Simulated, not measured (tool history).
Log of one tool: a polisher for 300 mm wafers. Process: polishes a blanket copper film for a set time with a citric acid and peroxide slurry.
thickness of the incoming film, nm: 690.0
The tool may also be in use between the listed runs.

run  hour  flow of slurry (ml/min)  pressure of the wafer on the pad (kPa)  speed of the pad under the wafer (cm/s)  abrasive content of the slurry  polishing time (s)  film removed (nm)
  1   0.0                      215                                    28.3                                      120                            1.00                  46            160.750
  2   8.3                      215                                    24.8                                      110                            1.00                  46            135.150
  3  11.6                      240                                    24.8                                      110                            1.00                  46            136.520
  4  18.4                      240                                    24.8                                      110                            1.10                  46            135.840
  5  20.0                      240                                    22.1                                      110                            1.10                  46            125.170
  6  20.6                      240                                    22.1                                      110                            1.25                  46            129.840
  7  25.7                      240                                    20.0                                      100                            1.25                  46            109.280
  8  28.1                      240                                    18.6                                       94                            1.25                  46             97.107

The next listed run, before its measurement:
  9  36.5                      240                                    17.2                                       90                            1.25                  46                  ?

Run 9 gave film removed (nm) 86.396.
